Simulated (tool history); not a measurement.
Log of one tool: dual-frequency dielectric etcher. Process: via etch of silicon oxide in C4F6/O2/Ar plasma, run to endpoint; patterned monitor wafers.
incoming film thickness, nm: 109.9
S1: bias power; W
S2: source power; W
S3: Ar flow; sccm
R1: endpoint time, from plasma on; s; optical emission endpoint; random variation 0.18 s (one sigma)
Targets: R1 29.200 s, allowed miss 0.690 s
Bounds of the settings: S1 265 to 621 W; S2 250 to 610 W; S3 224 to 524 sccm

| run | hour | S1 | S2 | S3 | R1 |
|---|---|---|---|---|---|
| 1 | 0.0 | 443 | 430 | 374 | 25.998 |
| 2 | 0.9 | 443 | 430 | 343 | 25.768 |
| 3 | 2.7 | 380 | 430 | 343 | 26.446 |
| 4 | 10.3 | 407 | 430 | 343 | 25.810 |
| 5 | 18.3 | 436 | 430 | 343 | 25.618 |
| 6 | 25.2 | 374 | 430 | 343 | 26.812 |
| 7 | 28.1 | 358 | 420 | 345 | 27.422 |
| 8 | 37.0 | 345 | 420 | 346 | 27.664 |
|  | 44.9 | source power generator calibrated |
| 9 | 44.9 | 334 | 420 | 347 | 27.247 |
| 10 | 47.6 | 326 | 410 | 350 | 27.818 |
| 11 | 53.4 | 318 | 400 | 352 | 28.620 |
| 12 | 61.9 | 314 | 400 | 352 | 28.303 |

5 next moves are on the table. One of them brings every result within its allowed miss. Which?
| A | 70.4 | 294 | 440 | 300 | ? |
| B | 70.4 | 342 | 300 | 300 | ? |
| C | 70.4 | 350 | 440 | 432 | ? |
| D | 70.4 | 296 | 370 | 293 | ? |
| E | 70.4 | 319 | 420 | 314 | ? |

| move | R1 |
|---|---|
| A | 27.054 |
| B | 30.731 |
| C | 27.174 |
| D | 28.983 |
| E | 27.222 |
A: further off than the last run
B: takes the result that was furthest off past its target
C: further off than the last run
D: meets every target
E: further off than the last run
The right move is D.
